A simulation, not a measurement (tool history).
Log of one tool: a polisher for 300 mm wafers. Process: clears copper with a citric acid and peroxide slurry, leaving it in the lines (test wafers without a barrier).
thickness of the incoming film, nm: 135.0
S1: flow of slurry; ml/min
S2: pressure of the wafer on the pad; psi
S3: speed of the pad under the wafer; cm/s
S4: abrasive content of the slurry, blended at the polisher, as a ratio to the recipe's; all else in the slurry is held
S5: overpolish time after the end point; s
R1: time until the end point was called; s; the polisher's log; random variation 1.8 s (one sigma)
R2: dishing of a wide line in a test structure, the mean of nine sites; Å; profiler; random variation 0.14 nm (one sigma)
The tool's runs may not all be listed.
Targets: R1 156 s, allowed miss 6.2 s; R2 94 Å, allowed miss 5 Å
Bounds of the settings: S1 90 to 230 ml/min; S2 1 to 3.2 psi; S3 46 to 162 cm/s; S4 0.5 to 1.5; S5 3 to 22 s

run  hour   S1   S2   S3  S4  S5      R1      R2
  1     0  150  2.1  104   1  11  75.248  111.48
  2   4.4  145  1.8   98   1  12  94.392  102.13
  3  13.1  145  2.2   98   1  12  77.182  119.19
  4  14.7  140  1.9   96   1  13  90.865   108.7
  5  22.2  140  1.9   96   1  10  90.535  89.462
  6  29.9  140  1.9   96   1   8  89.995  76.545
  7  34.8  135  1.7   94   1  10   103.2  79.504
  8  42.8  130  1.5   94   1  12  116.65  88.572
  9  48.2  115    1   92   1  15  170.77  73.687
 10    54  125    1   92   1  16  171.33  78.947
 11  54.9  130    1   92   1  16  166.62   81.89
 12  61.4  135    1   92   1  16  166.87  80.462
 13  66.6  140    1   92   1  16  165.32  82.224

4 next moves are on the table. One of them brings every result within its allowed miss. Which?
  A  71.8  140    1  98  1.05  18   ?   ?
  B  71.8  185  1.1  82  0.85  13   ?   ?
  C  71.8  140    1  88  1.05  18   ?   ?
  D  71.8  150    1  88     1  15   ?   ?

move      R1      R2
   A   159.5  91.937
   B  174.07  66.368
   C  176.29   85.25
   D  175.95  73.846
A: meets every target
B: further off than the last run
C: further off than the last run
D: further off than the last run
The right move is A.
